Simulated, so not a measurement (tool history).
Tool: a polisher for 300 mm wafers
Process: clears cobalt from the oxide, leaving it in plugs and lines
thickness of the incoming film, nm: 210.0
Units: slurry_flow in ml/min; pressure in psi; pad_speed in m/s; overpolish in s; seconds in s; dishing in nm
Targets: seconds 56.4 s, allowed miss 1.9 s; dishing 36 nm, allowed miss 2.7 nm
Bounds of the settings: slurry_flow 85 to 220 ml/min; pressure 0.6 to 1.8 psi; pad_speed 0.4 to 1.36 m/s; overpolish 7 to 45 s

run,hour,slurry_flow,pressure,pad_speed,overpolish,seconds,dishing
1,0,140,1.2,0.88,23,70.752,39.347
2,4,140,1.1,0.88,23,77.35,37.172
3,6.1,140,0.9,0.88,23,91.275,33.896
4,11.1,110,0.9,0.88,23,95.927,32.3
5,13.1,130,0.9,0.88,23,89.991,32.612
6,20.6,130,0.9,0.68,23,106.64,30.786
7,25.3,145,1.1,0.7,20,87.356,32.381
8,29.3,145,1.1,0.7,20,86.788,30.842
9,32,155,1.2,0.7,19,79.727,32.629
10,37.7,160,1.3,0.7,18,74.374,32.068
11,38.9,165,1.4,0.7,18,68.531,34.981
12,46.3,170,1.5,0.7,17,64.858,33.682
13,48.5,175,1.5,0.7,17,63.922,34.424
14,49.9,180,1.6,0.7,16,60.609,32.801
15,51.1,180,1.7,0.72,19,56.864,41.041
16,58.9,180,1.7,0.72,18,56.748,38.721

Which of these 5 next moves meets every target?
A,66.7,205,1.7,0.7,16,?,?
B,66.7,195,1.7,0.7,24,?,?
C,66.7,190,1.8,0.66,21,?,?
D,66.7,190,1.8,0.68,20,?,?
E,66.7,180,1.8,0.68,20,?,?

move,seconds,dishing
A,56.495,36.643
B,56.88,46.73
C,56.12,43.659
D,55.177,42.839
E,55.618,42.636
A: meets every target
B: further off than the last run
C: further off than the last run
D: further off than the last run
E: further off than the last run
Move A is the one to make.

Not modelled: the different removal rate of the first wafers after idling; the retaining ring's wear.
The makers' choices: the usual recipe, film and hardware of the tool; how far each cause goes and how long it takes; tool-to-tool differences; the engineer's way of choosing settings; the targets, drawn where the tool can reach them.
